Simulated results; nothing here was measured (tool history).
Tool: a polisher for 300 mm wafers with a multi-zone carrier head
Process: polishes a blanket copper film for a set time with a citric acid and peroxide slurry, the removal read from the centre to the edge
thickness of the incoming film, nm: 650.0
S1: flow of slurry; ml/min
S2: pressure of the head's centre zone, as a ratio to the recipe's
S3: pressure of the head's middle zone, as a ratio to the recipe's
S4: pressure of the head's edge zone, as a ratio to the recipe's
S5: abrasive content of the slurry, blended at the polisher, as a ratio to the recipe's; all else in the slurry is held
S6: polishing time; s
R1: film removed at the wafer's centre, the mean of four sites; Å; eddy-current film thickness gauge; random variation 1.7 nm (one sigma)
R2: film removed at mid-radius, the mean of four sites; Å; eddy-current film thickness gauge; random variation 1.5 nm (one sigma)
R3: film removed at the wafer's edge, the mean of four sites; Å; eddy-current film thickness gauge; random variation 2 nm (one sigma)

run,day,S1,S2,S3,S4,S5,S6,R1,R2,R3
1,0,185,1,1,1,1,47,1564.1,1618.5,1568.3
2,0.321,185,1,0.97,1,1,47,1561.3,1574.5,1529.9
3,0.492,185,1,0.97,1,1.1,47,1549.5,1590,1621.2
4,0.542,220,1,0.97,1,1.1,47,1625.6,1617.7,1628.5
5,0.838,220,0.97,0.97,1,1.1,47,1553.5,1654.6,1609.5
6,1.104,220,0.97,0.97,1.07,1.1,47,1550.7,1623.8,1690.4
7,1.45,170,0.87,0.98,0.97,0.85,46,1266.3,1466.2,1447.6

The next listed run, before its measurement:
8,1.758,170,0.87,0.99,0.97,0.85,46,?,?,?

R1: 1248.2 Å
R2: 1450.3 Å
R3: 1450.6 Å

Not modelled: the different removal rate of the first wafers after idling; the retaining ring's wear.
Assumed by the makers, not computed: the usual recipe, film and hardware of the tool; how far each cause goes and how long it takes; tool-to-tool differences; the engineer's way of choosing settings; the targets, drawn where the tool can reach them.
